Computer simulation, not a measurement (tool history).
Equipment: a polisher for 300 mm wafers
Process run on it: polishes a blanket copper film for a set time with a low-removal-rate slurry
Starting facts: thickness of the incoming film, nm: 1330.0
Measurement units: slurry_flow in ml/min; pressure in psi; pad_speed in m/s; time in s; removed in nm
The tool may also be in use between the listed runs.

run 1 hour=0 | slurry_flow=305 pressure=2.9 pad_speed=1.2 slurry_solids=1 time=32 | removed=101.62
run 2 hour=1.7 | slurry_flow=305 pressure=2.9 pad_speed=1.2 slurry_solids=1 time=32 | removed=99.811
run 3 hour=5.4 | slurry_flow=305 pressure=2.9 pad_speed=1.38 slurry_solids=1 time=32 | removed=110.09
run 4 hour=13.7 | slurry_flow=305 pressure=3 pad_speed=1.38 slurry_solids=1 time=32 | removed=114.15
run 5 hour=17.2 | slurry_flow=330 pressure=3 pad_speed=1.38 slurry_solids=1 time=32 | removed=113.98
run 6 hour=18.1 | slurry_flow=330 pressure=3 pad_speed=1.38 slurry_solids=1 time=29 | removed=103.62

What will run 7 give?
run 7 hour=21.9 | slurry_flow=330 pressure=3.8 pad_speed=1.4 slurry_solids=1 time=29 | removed=?

removed: 131.54 nm

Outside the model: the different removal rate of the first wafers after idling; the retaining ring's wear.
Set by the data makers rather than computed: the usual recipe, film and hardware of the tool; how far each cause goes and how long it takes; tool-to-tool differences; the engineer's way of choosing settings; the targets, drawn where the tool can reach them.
